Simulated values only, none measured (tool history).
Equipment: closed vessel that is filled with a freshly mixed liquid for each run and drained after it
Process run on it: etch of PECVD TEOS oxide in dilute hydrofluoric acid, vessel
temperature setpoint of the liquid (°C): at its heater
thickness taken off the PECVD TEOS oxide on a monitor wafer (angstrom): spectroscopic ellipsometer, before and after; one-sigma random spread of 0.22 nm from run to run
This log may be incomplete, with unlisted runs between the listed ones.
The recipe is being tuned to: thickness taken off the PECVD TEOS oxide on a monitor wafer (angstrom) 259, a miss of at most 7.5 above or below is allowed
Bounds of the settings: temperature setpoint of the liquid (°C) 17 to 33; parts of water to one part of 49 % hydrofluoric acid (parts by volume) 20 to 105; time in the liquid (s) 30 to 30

run	hour	temperature setpoint of the liquid (°C)	parts of water to one part of 49 % hydrofluoric acid (parts by volume)	time in the liquid (s)	thickness taken off the PECVD TEOS oxide on a monitor wafer (angstrom)
1	0	25	55	30	116.75
2	8.8	26.5	50	30	137.12
3	13.1	26.5	65	30	102.8
4	14.8	25	65	30	96.614
5	17.5	26.5	60	30	112.59
6	21.3	27.5	55	30	128.19
7	22.1	28.5	50	30	148.74
8	28.4	29	45	30	169.11
9	37.1	33	30	30	304.62
10	41.2	32.5	30	30	292.96
11	49.7	32	30	30	296.63

Pick the move, out of 5, that brings all results within their allowed miss; only one does.
A	58.2	33	35	30	?
B	58.2	32.5	25	30	?
C	58.2	28.5	25	30	?
D	58.2	33	25	30	?
E	58.2	24.5	20	30	?

move	thickness taken off the PECVD TEOS oxide on a monitor wafer (angstrom)
A	260.38
B	363.58
C	309.71
D	370.83
E	330.49
A: each result inside its tolerance
B: further off than the last run
C: further off than the last run
D: further off than the last run
E: further off than the last run
The right move is A.
